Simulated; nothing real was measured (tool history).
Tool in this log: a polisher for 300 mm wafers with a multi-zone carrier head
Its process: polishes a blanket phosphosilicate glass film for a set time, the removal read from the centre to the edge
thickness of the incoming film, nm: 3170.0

run    day  flow of slurry (ml/min)  pressure of the head's centre zone  pressure of the head's middle zone  pressure of the head's edge zone  abrasive content of the slurry  polishing time (s)  film removed at the wafer's centre (Å)  film removed at mid-radius (Å)  film removed at the wafer's edge (Å)
  1      0                      230                                   1                                   1                                 1                               1                  82                                  6147.1                          6131.4                                6163.5
  2  0.088                      210                                   1                                   1                                 1                               1                  82                                  6063.5                          5908.9                                6129.9
  3  0.417                      210                                   1                                   1                                 1                               1                  70                                  5150.8                          5121.5                                5253.1
  4  0.538                      220                                1.03                                   1                              1.03                             1.1                  72                                  5746.3                          5616.7                                5676.1
  5  0.721                      220                                1.03                                   1                              1.03                             1.1                  86                                  6804.6                          6564.2                                6737.3
  6  0.904                      225                                1.05                                0.99                              1.05                            1.15                  86                                  7140.3                          6626.9                                7008.2
  7  1.233                      235                                1.07                                0.99                              1.07                             1.2                  86                                  7483.2                          6562.2                                7230.2
  8  1.304                      265                                1.16                                1.09                              1.15                            1.45                  87                                  8845.1                          8067.3                                8272.7
  9  1.625                      270                                1.16                                1.08                              1.15                            1.45                  87                                  8822.8                          7943.9                                8239.4

Run 10 is up next; what results do you expect?
 10  1.762                      270                                1.16                                1.07                              1.15                            1.45                  87                                       ?                               ?                                     ?

For run 10 the tool returned film removed at the wafer's centre (Å) 8941.9, film removed at mid-radius (Å) 7849.6, film removed at the wafer's edge (Å) 8158.5.
